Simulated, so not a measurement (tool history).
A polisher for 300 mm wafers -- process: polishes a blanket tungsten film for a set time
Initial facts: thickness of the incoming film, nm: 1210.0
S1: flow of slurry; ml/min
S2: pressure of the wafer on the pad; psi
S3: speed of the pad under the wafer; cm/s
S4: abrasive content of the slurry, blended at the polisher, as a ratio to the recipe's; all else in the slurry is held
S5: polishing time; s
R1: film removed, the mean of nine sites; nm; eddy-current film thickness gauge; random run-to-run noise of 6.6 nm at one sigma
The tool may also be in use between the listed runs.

| run | hour | S1 | S2 | S3 | S4 | S5 | R1 |
|---|---|---|---|---|---|---|---|
| 1 | 0 | 305 | 4.4 | 104 | 1 | 70 | 340.19 |
| 2 | 5.2 | 305 | 4.7 | 104 | 1 | 70 | 362.21 |
| 3 | 9.6 | 355 | 4.7 | 104 | 1 | 70 | 364.55 |
| 4 | 12.3 | 355 | 5 | 104 | 1 | 70 | 384.58 |
| 5 | 17.7 | 425 | 5 | 104 | 1 | 70 | 390.61 |
| 6 | 19.3 | 425 | 5.2 | 104 | 1 | 70 | 408.72 |
| 7 | 21.8 | 425 | 5.4 | 104 | 1 | 70 | 425.93 |
| 8 | 24 | 425 | 5.6 | 104 | 1 | 70 | 434.22 |

Run 9, settings as shown, results not yet in. Your forecast:
| 9 | 30.6 | 425 | 5.8 | 104 | 1 | 70 | ? |

R1: 451.79 nm
